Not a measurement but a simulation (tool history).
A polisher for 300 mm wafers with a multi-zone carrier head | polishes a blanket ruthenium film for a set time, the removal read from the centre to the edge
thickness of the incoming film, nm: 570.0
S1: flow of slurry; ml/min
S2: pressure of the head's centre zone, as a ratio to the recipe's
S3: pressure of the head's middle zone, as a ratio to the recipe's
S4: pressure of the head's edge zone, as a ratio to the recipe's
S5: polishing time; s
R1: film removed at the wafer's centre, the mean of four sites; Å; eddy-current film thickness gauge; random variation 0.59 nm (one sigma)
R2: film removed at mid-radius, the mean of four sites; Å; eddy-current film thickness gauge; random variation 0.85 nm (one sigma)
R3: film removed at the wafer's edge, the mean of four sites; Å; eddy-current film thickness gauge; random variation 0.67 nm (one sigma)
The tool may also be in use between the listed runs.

run  hour   S1    S2    S3    S4  S5      R1      R2      R3
  1   0.0  270  1.00  1.00  1.00  38  387.39  391.63  385.66
  2   8.3  270  1.00  0.95  1.00  38  390.69  382.24  384.10
  3  10.8  270  1.07  0.95  1.00  38  429.60  374.64  391.86
  4  18.9  270  1.14  0.95  1.00  38  444.55  375.20  390.59
  5  26.0  225  1.14  0.95  1.00  38  436.37  369.70  389.91
  6  27.6  230  1.14  0.99  1.00  40  467.08  392.56  395.13
  7  35.9  240  1.10  1.02  1.01  42  473.18  429.03  421.58
  8  41.9  245  1.09  1.05  1.02  43  485.59  454.15  442.96

Run 9 comes next. What will it give?
  9  45.6  255  1.08  1.08  1.02  44   ?   ?   ?

R1: 487.07 Å
R2: 474.33 Å
R3: 450.05 Å
